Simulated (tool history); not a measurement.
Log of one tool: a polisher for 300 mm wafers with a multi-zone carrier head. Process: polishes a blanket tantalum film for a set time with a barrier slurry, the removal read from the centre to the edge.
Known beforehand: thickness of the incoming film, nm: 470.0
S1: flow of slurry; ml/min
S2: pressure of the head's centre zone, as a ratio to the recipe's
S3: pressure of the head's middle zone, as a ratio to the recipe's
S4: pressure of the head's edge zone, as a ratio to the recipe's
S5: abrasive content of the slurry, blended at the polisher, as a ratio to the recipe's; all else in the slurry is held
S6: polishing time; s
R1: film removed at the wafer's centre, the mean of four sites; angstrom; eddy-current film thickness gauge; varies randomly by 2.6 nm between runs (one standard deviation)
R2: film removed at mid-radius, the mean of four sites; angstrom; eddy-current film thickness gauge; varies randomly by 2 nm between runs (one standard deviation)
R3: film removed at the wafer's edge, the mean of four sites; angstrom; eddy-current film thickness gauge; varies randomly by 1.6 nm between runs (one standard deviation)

{"run": 1, "hour": 0.0, "S1": 220, "S2": 1.0, "S3": 1.0, "S4": 1.0, "S5": 1.0, "S6": 89, "R1": 1789.5, "R2": 1742.1, "R3": 1756.5}
{"run": 2, "hour": 8.6, "S1": 230, "S2": 1.03, "S3": 0.98, "S4": 1.04, "S5": 1.05, "S6": 89, "R1": 1920.3, "R2": 1673.1, "R3": 1786.4}
{"run": 3, "hour": 11.5, "S1": 230, "S2": 1.03, "S3": 0.98, "S4": 1.04, "S5": 0.95, "S6": 89, "R1": 1775.1, "R2": 1637.6, "R3": 1732.1}
{"run": 4, "hour": 13.2, "S1": 230, "S2": 1.03, "S3": 0.98, "S4": 1.08, "S5": 0.95, "S6": 89, "R1": 1789.3, "R2": 1631.2, "R3": 1753.0}
{"run": 5, "hour": 14.3, "S1": 230, "S2": 1.03, "S3": 0.98, "S4": 1.08, "S5": 1.15, "S6": 89, "R1": 1946.2, "R2": 1721.5, "R3": 1901.6}
{"run": 6, "hour": 15.1, "S1": 230, "S2": 1.03, "S3": 0.98, "S4": 1.08, "S5": 1.0, "S6": 89, "R1": 1790.2, "R2": 1699.1, "R3": 1789.3}
{"run": 7, "hour": 15.9, "S1": 230, "S2": 1.03, "S3": 0.98, "S4": 1.08, "S5": 1.0, "S6": 89, "R1": 1863.6, "R2": 1686.7, "R3": 1798.8}

What does the tool deliver on the next run?
{"run": 8, "hour": 16.7, "S1": 230, "S2": 1.04, "S3": 0.97, "S4": 1.1, "S5": 1.1, "S6": 89, "R1": "?", "R2": "?", "R3": "?"}

Run 8 came out at R1 1900.2 angstrom, R2 1704.5 angstrom, R3 1884.3 angstrom.

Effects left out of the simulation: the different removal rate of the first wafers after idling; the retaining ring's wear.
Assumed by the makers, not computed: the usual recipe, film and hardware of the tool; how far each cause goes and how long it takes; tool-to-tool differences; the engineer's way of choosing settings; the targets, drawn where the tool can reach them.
